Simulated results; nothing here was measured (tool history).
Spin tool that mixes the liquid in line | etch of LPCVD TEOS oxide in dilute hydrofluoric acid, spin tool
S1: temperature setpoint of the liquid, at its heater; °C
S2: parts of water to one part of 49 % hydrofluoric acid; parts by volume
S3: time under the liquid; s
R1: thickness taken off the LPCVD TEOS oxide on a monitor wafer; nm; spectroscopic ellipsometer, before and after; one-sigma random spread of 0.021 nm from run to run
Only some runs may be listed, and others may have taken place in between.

| run | day | S1 | S2 | S3 | R1 |
|---|---|---|---|---|---|
| 1 | 0 | 22 | 250 | 45 | 3.7213 |
| 2 | 0.038 | 24.5 | 250 | 45 | 4.0831 |
| 3 | 0.383 | 23.5 | 255 | 45 | 3.8899 |
| 4 | 0.567 | 22.5 | 260 | 45 | 3.7046 |
| 5 | 0.625 | 22.5 | 295 | 45 | 3.1423 |
| 6 | 0.775 | 22 | 295 | 45 | 3.0364 |
| 7 | 1.033 | 21.5 | 295 | 45 | 2.9767 |
| 8 | 1.212 | 21 | 295 | 45 | 2.9382 |
| 9 | 1.504 | 20.5 | 295 | 45 | 2.8876 |
| 10 | 1.829 | 20 | 295 | 45 | 2.824 |

Run 11 comes next. What will it give?
| 11 | 2.2 | 19.5 | 295 | 45 | ? |

Run 11 gave R1 2.7603 nm.

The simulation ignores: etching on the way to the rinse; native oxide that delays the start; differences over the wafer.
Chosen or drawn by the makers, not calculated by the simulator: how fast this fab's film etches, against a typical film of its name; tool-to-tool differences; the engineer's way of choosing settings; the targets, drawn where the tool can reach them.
